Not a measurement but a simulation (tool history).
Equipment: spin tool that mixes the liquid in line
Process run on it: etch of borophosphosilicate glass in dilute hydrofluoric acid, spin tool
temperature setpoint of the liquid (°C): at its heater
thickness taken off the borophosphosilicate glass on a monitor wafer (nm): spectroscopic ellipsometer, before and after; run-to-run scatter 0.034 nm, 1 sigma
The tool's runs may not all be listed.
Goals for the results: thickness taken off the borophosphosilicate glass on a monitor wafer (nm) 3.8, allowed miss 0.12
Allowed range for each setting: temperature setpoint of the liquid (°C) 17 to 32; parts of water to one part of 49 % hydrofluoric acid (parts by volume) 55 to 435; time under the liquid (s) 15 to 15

run	hour	temperature setpoint of the liquid (°C)	parts of water to one part of 49 % hydrofluoric acid (parts by volume)	time under the liquid (s)	thickness taken off the borophosphosilicate glass on a monitor wafer (nm)
1	0	24	245	15	3.3365
2	1	24.5	245	15	3.3451
3	3.4	25	245	15	3.366
4	9.7	25.5	245	15	3.404
5	17.8	25.5	175	15	5.2401
6	24	24.5	180	15	4.8336
7	26.9	23.5	180	15	4.7306
8	31.6	23	180	15	4.6629

Exercise: of the 4 proposed moves below, exactly one satisfies all targets within the stated allowed misses. Which move is it?
A	36.3	22.5	180	15	?
B	36.3	19.5	135	15	?
C	36.3	23	210	15	?
D	36.3	30	270	15	?

move	thickness taken off the borophosphosilicate glass on a monitor wafer (nm)
A	4.4834
B	5.573
C	3.7942
D	3.5318
A: gains on the last run, yet a result remains outside its allowed miss
B: its largest miss is bigger than the last run's
C: all results land within tolerance of their targets
D: carries the result that was furthest off beyond its target, to the other side
C meets every target.

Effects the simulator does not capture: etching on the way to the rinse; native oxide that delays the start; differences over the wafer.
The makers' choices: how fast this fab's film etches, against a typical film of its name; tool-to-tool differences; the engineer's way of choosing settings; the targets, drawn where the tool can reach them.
